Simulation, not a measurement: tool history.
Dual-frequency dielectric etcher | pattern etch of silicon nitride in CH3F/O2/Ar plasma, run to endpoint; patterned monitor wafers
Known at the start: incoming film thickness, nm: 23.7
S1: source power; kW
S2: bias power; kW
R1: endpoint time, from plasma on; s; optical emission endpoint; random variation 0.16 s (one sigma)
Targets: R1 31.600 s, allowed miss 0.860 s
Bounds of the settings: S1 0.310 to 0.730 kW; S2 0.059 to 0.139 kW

| run | day | S1 | S2 | R1 |
|---|---|---|---|---|
| 1 | 0.000 | 0.520 | 0.099 | 26.901 |
| 2 | 0.358 | 0.480 | 0.096 | 28.806 |
| 3 | 0.654 | 0.460 | 0.095 | 29.348 |
| 4 | 0.912 | 0.460 | 0.103 | 28.828 |
| 5 | 0.971 | 0.510 | 0.103 | 27.018 |
| 6 | 1.308 | 0.510 | 0.113 | 26.475 |
| 7 | 1.675 | 0.470 | 0.111 | 27.865 |
| 8 | 1.812 | 0.440 | 0.110 | 29.136 |

Which of these 4 next moves meets every target?
| A | 1.950 | 0.380 | 0.125 | ? |
| B | 1.950 | 0.360 | 0.114 | ? |
| C | 1.950 | 0.430 | 0.104 | ? |
| D | 1.950 | 0.530 | 0.099 | ? |

| move | R1 |
|---|---|
| A | 31.489 |
| B | 33.652 |
| C | 30.236 |
| D | 26.812 |
A: meets every target
B: takes the result that was furthest off past its target
C: nearer than the last run, and not there yet
D: further off than the last run
Answer: A
